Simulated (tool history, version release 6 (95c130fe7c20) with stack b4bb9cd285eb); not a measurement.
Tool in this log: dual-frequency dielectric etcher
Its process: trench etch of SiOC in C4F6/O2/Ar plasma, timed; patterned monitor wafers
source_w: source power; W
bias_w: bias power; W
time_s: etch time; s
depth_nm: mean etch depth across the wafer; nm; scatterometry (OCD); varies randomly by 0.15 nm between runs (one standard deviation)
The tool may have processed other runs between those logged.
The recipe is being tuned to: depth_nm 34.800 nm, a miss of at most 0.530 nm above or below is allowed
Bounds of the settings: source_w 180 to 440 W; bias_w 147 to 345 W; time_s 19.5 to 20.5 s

run	hour	source_w	bias_w	time_s	depth_nm
1	0.0	310	246	19.5	39.724
2	3.2	310	246	20.5	41.662
3	3.7	290	242	20.5	40.318
4	7.5	290	269	20.5	41.674
5	11.5	270	265	20.5	40.514
6	18.5	260	261	20.5	40.014
7	20.5	250	255	20.5	39.089
8	24.4	190	229	20.5	34.138

Which of these 5 next moves meets every target?
A	28.3	210	253	20.0	?
B	28.3	220	231	20.5	?
C	28.3	210	244	20.5	?
D	28.3	230	230	19.5	?
E	28.3	190	280	20.5	?

move	depth_nm
A	35.764
B	36.216
C	36.237
D	34.957
E	36.567
A: pushes the last run's worst result past its target
B: pushes the last run's worst result past its target
C: pushes the last run's worst result past its target
D: meets every target
E: pushes the last run's worst result past its target
Move D is the one to make.

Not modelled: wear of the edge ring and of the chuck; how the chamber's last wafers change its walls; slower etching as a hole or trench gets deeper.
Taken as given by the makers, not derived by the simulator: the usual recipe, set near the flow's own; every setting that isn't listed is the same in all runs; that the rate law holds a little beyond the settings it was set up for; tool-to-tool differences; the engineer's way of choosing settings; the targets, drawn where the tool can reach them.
